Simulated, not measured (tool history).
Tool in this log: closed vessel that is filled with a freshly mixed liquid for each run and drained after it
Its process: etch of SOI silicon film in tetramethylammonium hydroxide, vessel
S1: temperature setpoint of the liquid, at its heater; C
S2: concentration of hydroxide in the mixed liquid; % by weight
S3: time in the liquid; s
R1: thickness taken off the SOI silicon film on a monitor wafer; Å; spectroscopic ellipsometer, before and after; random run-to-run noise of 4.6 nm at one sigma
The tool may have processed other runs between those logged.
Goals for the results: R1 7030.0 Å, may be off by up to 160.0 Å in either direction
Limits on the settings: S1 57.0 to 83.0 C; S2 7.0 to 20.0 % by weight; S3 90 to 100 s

run 1 day=0.000 | S1=70.0 S2=13.5 S3=90 | R1=5391.4
run 2 day=0.117 | S1=64.5 S2=13.5 S3=90 | R1=3861.5
run 3 day=0.446 | S1=64.5 S2=12.0 S3=90 | R1=4054.8
run 4 day=0.592 | S1=64.5 S2=9.5 S3=90 | R1=4466.6
run 5 day=0.892 | S1=64.5 S2=7.0 S3=90 | R1=4941.4
run 6 day=0.967 | S1=65.5 S2=7.0 S3=90 | R1=5186.9
run 7 day=1.212 | S1=66.5 S2=7.0 S3=90 | R1=5569.7
run 8 day=1.446 | S1=67.0 S2=7.0 S3=90 | R1=5695.8
run 9 day=1.829 | S1=67.5 S2=7.0 S3=90 | R1=5850.3
run 10 day=1.946 | S1=68.0 S2=7.0 S3=90 | R1=6095.2
run 11 day=2.208 | S1=68.5 S2=7.0 S3=90 | R1=6191.6
run 12 day=2.479 | S1=69.0 S2=7.0 S3=90 | R1=6457.0
run 13 day=2.800 | S1=70.0 S2=7.0 S3=90 | R1=6707.3

Which of these 5 next moves meets every target?
run A day=3.121 | S1=70.5 S2=8.0 S3=100 | R1=?
run B day=3.121 | S1=71.0 S2=8.0 S3=90 | R1=?
run C day=3.121 | S1=71.5 S2=7.0 S3=90 | R1=?
run D day=3.121 | S1=72.5 S2=9.0 S3=90 | R1=?
run E day=3.121 | S1=70.5 S2=7.0 S3=95 | R1=?

move=A R1=7541.6
move=B R1=6988.7
move=C R1=7475.0
move=D R1=7328.9
move=E R1=7443.0
A: takes the biggest miss from the last run beyond its target
B: each result inside its tolerance
C: takes the biggest miss from the last run beyond its target
D: takes the biggest miss from the last run beyond its target
E: takes the biggest miss from the last run beyond its target
Correct choice: B, which meets every target
